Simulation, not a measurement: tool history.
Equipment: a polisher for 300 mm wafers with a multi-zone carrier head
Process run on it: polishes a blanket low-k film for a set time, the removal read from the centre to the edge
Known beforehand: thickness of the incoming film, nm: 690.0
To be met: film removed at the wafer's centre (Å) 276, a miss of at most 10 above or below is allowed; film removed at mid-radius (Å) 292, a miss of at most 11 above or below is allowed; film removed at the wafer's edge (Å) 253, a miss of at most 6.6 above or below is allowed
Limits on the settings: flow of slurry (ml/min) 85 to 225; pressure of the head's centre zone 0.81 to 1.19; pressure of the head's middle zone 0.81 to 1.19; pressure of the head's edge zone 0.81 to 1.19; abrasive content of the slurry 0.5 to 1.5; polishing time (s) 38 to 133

| run | day | flow of slurry (ml/min) | pressure of the head's centre zone | pressure of the head's middle zone | pressure of the head's edge zone | abrasive content of the slurry | polishing time (s) | film removed at the wafer's centre (Å) | film removed at mid-radius (Å) | film removed at the wafer's edge (Å) |
|---|---|---|---|---|---|---|---|---|---|---|
| 1 | 0 | 145 | 1 | 1 | 1 | 1 | 85 | 373.31 | 389.61 | 384.42 |
| 2 | 0.058 | 130 | 1 | 1 | 1 | 1 | 85 | 369.47 | 380.18 | 380.53 |
| 3 | 0.354 | 130 | 1 | 1 | 1.06 | 1 | 85 | 363.68 | 368.98 | 381.05 |
| 4 | 0.55 | 130 | 1 | 1 | 0.99 | 1 | 85 | 361.61 | 378.41 | 374.26 |
| 5 | 0.708 | 130 | 1.01 | 1.01 | 0.97 | 0.9 | 84 | 353.09 | 353.17 | 351.72 |
| 6 | 0.829 | 130 | 1.01 | 1.04 | 0.95 | 0.85 | 83 | 331.49 | 353.25 | 339.47 |
| 7 | 0.967 | 130 | 1.03 | 1.06 | 0.93 | 0.8 | 81 | 320.31 | 345.13 | 320.67 |
| 8 | 1.146 | 130 | 1.04 | 1.07 | 0.91 | 0.75 | 80 | 316.75 | 332.32 | 301.21 |

Of the 5 settings listed for the next run, only one would bring every result within its allowed miss of target. Which one?
| A | 1.325 | 125 | 0.92 | 1.15 | 0.88 | 0.9 | 82 | ? | ? | ? |
| B | 1.325 | 150 | 1.02 | 1.11 | 0.99 | 0.7 | 101 | ? | ? | ? |
| C | 1.325 | 175 | 1.08 | 1.11 | 0.87 | 0.85 | 80 | ? | ? | ? |
| D | 1.325 | 155 | 1.05 | 1.08 | 0.81 | 0.75 | 67 | ? | ? | ? |
| E | 1.325 | 105 | 1.04 | 1.04 | 0.99 | 0.6 | 78 | ? | ? | ? |

| move | film removed at the wafer's centre (Å) | film removed at mid-radius (Å) | film removed at the wafer's edge (Å) |
|---|---|---|---|
| A | 298.24 | 388.89 | 327.72 |
| B | 382.83 | 433.73 | 387.37 |
| C | 361.71 | 385.34 | 327.29 |
| D | 271.7 | 291.85 | 249.84 |
| E | 252.78 | 269.28 | 261.66 |
A: lands further from the targets than the last run did
B: lands further from the targets than the last run did
C: lands further from the targets than the last run did
D: in spec on every target
E: gains on the last run, yet a result remains outside its allowed miss
Go with D: it meets all targets.
